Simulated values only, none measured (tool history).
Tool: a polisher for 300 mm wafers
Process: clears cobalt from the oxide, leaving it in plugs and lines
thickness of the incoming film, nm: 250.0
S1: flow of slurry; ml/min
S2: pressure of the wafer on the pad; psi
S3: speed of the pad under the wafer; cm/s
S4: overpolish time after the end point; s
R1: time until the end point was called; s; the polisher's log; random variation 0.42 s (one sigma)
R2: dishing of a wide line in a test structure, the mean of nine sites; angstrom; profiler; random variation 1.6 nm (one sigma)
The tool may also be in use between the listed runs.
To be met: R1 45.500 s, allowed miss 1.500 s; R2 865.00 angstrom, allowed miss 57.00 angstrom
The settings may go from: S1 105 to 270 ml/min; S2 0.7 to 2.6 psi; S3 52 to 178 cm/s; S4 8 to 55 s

run 1 hour=0.0 | S1=175 S2=1.6 S3=114 S4=28 | R1=53.216 R2=700.06
run 2 hour=3.5 | S1=175 S2=1.6 S3=114 S4=37 | R1=53.779 R2=775.58
run 3 hour=4.4 | S1=175 S2=1.6 S3=114 S4=44 | R1=53.846 R2=817.14
run 4 hour=10.7 | S1=140 S2=1.6 S3=114 S4=44 | R1=54.801 R2=802.92
run 5 hour=17.3 | S1=140 S2=1.7 S3=114 S4=44 | R1=51.344 R2=799.59
run 6 hour=19.3 | S1=145 S2=1.7 S3=114 S4=45 | R1=51.941 R2=820.33
run 7 hour=20.5 | S1=150 S2=1.7 S3=114 S4=45 | R1=52.685 R2=855.97
run 8 hour=26.7 | S1=150 S2=1.8 S3=114 S4=44 | R1=48.665 R2=819.71
run 9 hour=33.5 | S1=150 S2=1.8 S3=114 S4=45 | R1=48.832 R2=843.91

Which of these 5 next moves meets every target?
run A hour=40.3 | S1=115 S2=1.9 S3=122 S4=42 | R1=? R2=?
run B hour=40.3 | S1=210 S2=1.4 S3=128 S4=43 | R1=? R2=?
run C hour=40.3 | S1=155 S2=1.9 S3=100 S4=47 | R1=? R2=?
run D hour=40.3 | S1=125 S2=1.9 S3=108 S4=47 | R1=? R2=?
run E hour=40.3 | S1=140 S2=1.5 S3=130 S4=42 | R1=? R2=?

move=A R1=44.924 R2=845.68
move=B R1=52.929 R2=821.00
move=C R1=51.987 R2=841.61
move=D R1=49.866 R2=848.21
move=E R1=51.477 R2=821.08
A: meets every target
B: further off than the last run
C: further off than the last run
D: further off than the last run
E: further off than the last run
The right move is A.
